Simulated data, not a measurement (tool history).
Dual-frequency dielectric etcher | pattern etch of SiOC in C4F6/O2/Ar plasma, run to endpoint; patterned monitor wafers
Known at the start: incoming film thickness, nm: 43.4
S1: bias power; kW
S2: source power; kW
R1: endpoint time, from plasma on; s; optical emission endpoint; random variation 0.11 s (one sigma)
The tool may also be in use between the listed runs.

run 1 hour=0 | S1=0.417 S2=0.3 | R1=18.657
run 2 hour=1 | S1=0.383 S2=0.3 | R1=19.585
run 3 hour=3.8 | S1=0.452 S2=0.3 | R1=18.139
run 4 hour=5.9 | S1=0.452 S2=0.26 | R1=19.249
run 5 hour=13.6 | S1=0.488 S2=0.26 | R1=18.594
run 6 hour=20.5 | S1=0.414 S2=0.26 | R1=19.805

What will run 7 give?
run 7 hour=24.3 | S1=0.395 S2=0.26 | R1=?

Run 7 measured R1 20.387 s.
